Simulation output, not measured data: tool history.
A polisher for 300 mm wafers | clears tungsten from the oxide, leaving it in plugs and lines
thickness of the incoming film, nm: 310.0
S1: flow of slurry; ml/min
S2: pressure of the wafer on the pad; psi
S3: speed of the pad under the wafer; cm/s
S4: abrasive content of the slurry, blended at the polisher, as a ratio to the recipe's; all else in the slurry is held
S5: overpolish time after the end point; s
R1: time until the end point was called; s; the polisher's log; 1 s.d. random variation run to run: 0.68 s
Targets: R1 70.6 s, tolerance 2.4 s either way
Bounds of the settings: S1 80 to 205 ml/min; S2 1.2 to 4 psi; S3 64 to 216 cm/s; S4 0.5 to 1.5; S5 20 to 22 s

run,hour,S1,S2,S3,S4,S5,R1
1,0,135,2.6,140,1,20,82.79
2,6.7,135,2.6,140,1,20,82.033
3,12.8,140,2.6,140,1,20,82.262
4,18.6,140,2.1,140,1,20,100.68
5,21.2,155,2.1,140,1,20,99.821
6,29.2,155,1.7,140,1,20,121.33
7,37.7,155,1.9,140,1,20,109.36
8,41,155,2.1,140,1,20,99.714
9,43.5,155,2.2,140,1,20,93.618
10,48.5,160,2.3,140,1,20,91.132
11,49.4,160,2.4,140,1,20,87.63
12,56.5,160,2.5,140,1,20,83.179
13,60.6,160,2.6,140,1,20,80.135
14,63.8,165,2.8,140,1,20,75.433

Of the 4 settings listed for the next run, only one would bring every result within its allowed miss of target. Which one?
A,67,140,2.5,140,1.05,21,?
B,67,185,3.2,100,1.25,20,?
C,67,175,2.8,134,1,20,?
D,67,200,2.7,150,1,20,?

move,R1
A,84.419
B,82.538
C,76.847
D,70.503
A: lands further from the targets than the last run did
B: lands further from the targets than the last run did
C: lands further from the targets than the last run did
D: all results land within tolerance of their targets
D is the move that brings every result within its allowed miss.

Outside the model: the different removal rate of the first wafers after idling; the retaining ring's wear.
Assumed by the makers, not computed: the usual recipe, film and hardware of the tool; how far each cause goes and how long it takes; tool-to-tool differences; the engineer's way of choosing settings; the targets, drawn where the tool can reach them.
